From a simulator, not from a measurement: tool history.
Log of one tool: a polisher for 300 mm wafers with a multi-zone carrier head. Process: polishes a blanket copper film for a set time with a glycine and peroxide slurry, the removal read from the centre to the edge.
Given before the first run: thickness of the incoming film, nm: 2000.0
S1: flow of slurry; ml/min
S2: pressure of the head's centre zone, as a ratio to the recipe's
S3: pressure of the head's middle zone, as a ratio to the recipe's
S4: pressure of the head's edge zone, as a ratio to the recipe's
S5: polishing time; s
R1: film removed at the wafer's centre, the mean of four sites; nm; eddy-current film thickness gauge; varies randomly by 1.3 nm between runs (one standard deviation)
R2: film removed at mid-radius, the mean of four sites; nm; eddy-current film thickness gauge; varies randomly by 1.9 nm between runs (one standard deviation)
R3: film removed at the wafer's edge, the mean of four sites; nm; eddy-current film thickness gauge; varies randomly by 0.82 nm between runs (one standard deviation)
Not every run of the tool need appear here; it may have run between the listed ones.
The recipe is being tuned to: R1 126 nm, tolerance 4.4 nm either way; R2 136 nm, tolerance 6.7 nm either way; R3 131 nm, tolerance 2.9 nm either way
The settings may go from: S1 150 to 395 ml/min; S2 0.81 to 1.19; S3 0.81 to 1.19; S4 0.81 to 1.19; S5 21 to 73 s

run 1 day=0 | S1=250 S2=1 S3=1 S4=1 S5=47 | R1=236.59 R2=230.23 R3=234.1
run 2 day=0.196 | S1=250 S2=1 S3=0.95 S4=1 S5=47 | R1=232.98 R2=224.75 R3=233.34
run 3 day=0.342 | S1=250 S2=1 S3=0.92 S4=1 S5=47 | R1=233.02 R2=216.08 R3=233.13
run 4 day=0.529 | S1=250 S2=1 S3=0.97 S4=1 S5=47 | R1=232.82 R2=224.13 R3=233.35
run 5 day=0.762 | S1=200 S2=1 S3=0.97 S4=1 S5=47 | R1=227.7 R2=213.78 R3=228.26
run 6 day=1.125 | S1=200 S2=0.98 S3=0.97 S4=0.98 S5=44 | R1=208.31 R2=209.1 R3=208.86
run 7 day=1.329 | S1=195 S2=0.97 S3=0.95 S4=0.98 S5=41 | R1=188.54 R2=184.91 R3=194.87
run 8 day=1.579 | S1=210 S2=0.91 S3=1.02 S4=0.88 S5=28 | R1=122.38 R2=138.02 R3=127.86

Next run, 4 choices. One meets every target within its allowed miss, the rest don't. Which?
run A day=1.829 | S1=195 S2=0.94 S3=1.08 S4=0.88 S5=28 | R1=? R2=? R3=?
run B day=1.829 | S1=275 S2=0.93 S3=1.03 S4=0.94 S5=27 | R1=? R2=? R3=?
run C day=1.829 | S1=155 S2=0.95 S3=1.03 S4=0.97 S5=27 | R1=? R2=? R3=?
run D day=1.829 | S1=220 S2=0.96 S3=0.9 S4=0.99 S5=27 | R1=? R2=? R3=?

move=A R1=123.89 R2=135.49 R3=126.1
move=B R1=124.72 R2=132.83 R3=130.1
move=C R1=114.66 R2=120.8 R3=123.08
move=D R1=124.57 R2=117.97 R3=130.59
A: the biggest miss grows against the last run
B: in spec on every target
C: the biggest miss grows against the last run
D: the furthest-off result lands on target, but another misses its tolerance
Answer: B

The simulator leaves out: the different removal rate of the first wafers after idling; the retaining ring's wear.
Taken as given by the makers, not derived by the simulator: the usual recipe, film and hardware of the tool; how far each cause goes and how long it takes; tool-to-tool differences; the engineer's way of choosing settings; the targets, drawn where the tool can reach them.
